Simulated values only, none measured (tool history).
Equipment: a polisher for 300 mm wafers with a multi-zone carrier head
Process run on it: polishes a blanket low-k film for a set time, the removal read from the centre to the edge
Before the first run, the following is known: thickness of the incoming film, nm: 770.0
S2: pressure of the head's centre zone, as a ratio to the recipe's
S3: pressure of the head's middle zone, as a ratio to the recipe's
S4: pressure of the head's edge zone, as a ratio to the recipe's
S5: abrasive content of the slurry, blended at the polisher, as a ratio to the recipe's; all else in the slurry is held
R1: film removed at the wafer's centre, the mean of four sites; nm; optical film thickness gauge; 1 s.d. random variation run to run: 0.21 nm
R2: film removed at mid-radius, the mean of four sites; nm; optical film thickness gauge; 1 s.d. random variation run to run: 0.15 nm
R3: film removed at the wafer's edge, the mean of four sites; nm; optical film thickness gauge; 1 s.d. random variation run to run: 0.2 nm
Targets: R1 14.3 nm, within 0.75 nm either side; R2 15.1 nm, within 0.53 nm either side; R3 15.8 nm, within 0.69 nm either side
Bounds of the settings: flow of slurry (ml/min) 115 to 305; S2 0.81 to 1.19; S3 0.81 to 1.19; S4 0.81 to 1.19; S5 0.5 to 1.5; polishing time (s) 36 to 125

run 1 hour=0 | flow_of_slurry_(ml/min)=195 S2=1 S3=1 S4=1 S5=1 polishing_time_(s)=80 | R1=27.939 R2=28.63 R3=28.691
run 2 hour=1.9 | flow_of_slurry_(ml/min)=185 S2=0.97 S3=0.97 S4=0.97 S5=0.85 polishing_time_(s)=73 | R1=23.082 R2=23.654 R3=24.709
run 3 hour=3.2 | flow_of_slurry_(ml/min)=185 S2=0.97 S3=0.97 S4=1.03 S5=0.85 polishing_time_(s)=73 | R1=23.154 R2=23.453 R3=24.372
run 4 hour=8.3 | flow_of_slurry_(ml/min)=185 S2=0.97 S3=1 S4=1.03 S5=0.85 polishing_time_(s)=73 | R1=23.439 R2=23.817 R3=24.36
run 5 hour=16.2 | flow_of_slurry_(ml/min)=185 S2=0.97 S3=1 S4=1.03 S5=0.85 polishing_time_(s)=83 | R1=26.413 R2=27.529 R3=28.04
run 6 hour=21.6 | flow_of_slurry_(ml/min)=180 S2=0.95 S3=1 S4=1.03 S5=0.75 polishing_time_(s)=73 | R1=21.951 R2=23.011 R3=23.611
run 7 hour=26.5 | flow_of_slurry_(ml/min)=160 S2=0.85 S3=0.92 S4=0.93 S5=0.5 polishing_time_(s)=51 | R1=11.103 R2=12.59 R3=12.962
run 8 hour=32 | flow_of_slurry_(ml/min)=180 S2=0.88 S3=0.94 S4=0.97 S5=0.5 polishing_time_(s)=51 | R1=11.491 R2=12.688 R3=13.546
run 9 hour=32.8 | flow_of_slurry_(ml/min)=185 S2=0.91 S3=0.97 S4=0.99 S5=0.55 polishing_time_(s)=51 | R1=12.957 R2=13.605 R3=14.154
run 10 hour=33.4 | flow_of_slurry_(ml/min)=235 S2=0.89 S3=1.01 S4=1.09 S5=0.6 polishing_time_(s)=52 | R1=13.62 R2=15.59 R3=15.538

4 next moves are on the table. One of them brings every result within its allowed miss. Which?
run A hour=34 | flow_of_slurry_(ml/min)=195 S2=1.03 S3=1.19 S4=1.14 S5=0.55 polishing_time_(s)=51 | R1=? R2=? R3=?
run B hour=34 | flow_of_slurry_(ml/min)=235 S2=0.93 S3=0.96 S4=1.03 S5=0.6 polishing_time_(s)=53 | R1=? R2=? R3=?
run C hour=34 | flow_of_slurry_(ml/min)=270 S2=0.92 S3=1.09 S4=1.02 S5=0.8 polishing_time_(s)=45 | R1=? R2=? R3=?
run D hour=34 | flow_of_slurry_(ml/min)=185 S2=0.85 S3=1.06 S4=1.04 S5=0.5 polishing_time_(s)=56 | R1=? R2=? R3=?

move=A R1=14.378 R2=16.369 R3=15.233
move=B R1=14.256 R2=14.984 R3=16.03
move=C R1=13.723 R2=16.202 R3=15.43
move=D R1=12.393 R2=15.544 R3=15.417
A: lands further from the targets than the last run did
B: every result lands within tolerance
C: lands further from the targets than the last run did
D: the worst result of the last run now meets its target, but another is out of spec
Correct choice: B, which meets every target

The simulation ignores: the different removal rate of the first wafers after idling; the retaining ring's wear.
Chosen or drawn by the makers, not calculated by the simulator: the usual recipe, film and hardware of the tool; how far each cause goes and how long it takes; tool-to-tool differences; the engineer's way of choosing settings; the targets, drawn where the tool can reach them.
